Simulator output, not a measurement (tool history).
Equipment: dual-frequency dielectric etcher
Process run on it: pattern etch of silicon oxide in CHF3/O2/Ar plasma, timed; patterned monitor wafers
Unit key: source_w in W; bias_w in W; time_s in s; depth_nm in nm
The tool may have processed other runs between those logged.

Run 1, day 0.000: source_w 860 W, bias_w 210 W, time_s 644.5 s. Result: depth_nm 1496.7 nm.
Run 2, day 0.050: source_w 720 W, bias_w 210 W, time_s 644.5 s. Result: depth_nm 1411.1 nm.
Run 3, day 0.171: source_w 780 W, bias_w 215 W, time_s 645.5 s. Result: depth_nm 1459.1 nm.
Run 4, day 0.550: source_w 830 W, bias_w 220 W, time_s 646.5 s. Result: depth_nm 1512.7 nm.
Run 5, day 0.921: source_w 870 W, bias_w 223 W, time_s 647.0 s. Result: depth_nm 1546.5 nm.
Run 6, day 1.088: source_w 900 W, bias_w 226 W, time_s 647.5 s. Result: depth_nm 1563.0 nm.
Run 7, day 1.396: source_w 930 W, bias_w 229 W, time_s 648.0 s. Result: depth_nm 1604.7 nm.
Run 8, day 1.721: source_w 950 W, bias_w 231 W, time_s 648.5 s. Result: depth_nm 1633.7 nm.

Expected results for the next run?
At day 1.796: bias power generator calibrated.
Run 9, day 1.796: source_w 960 W, bias_w 232 W, time_s 648.5 s. Result: depth_nm ?.

For run 9 the tool returned depth_nm 1654.9 nm.
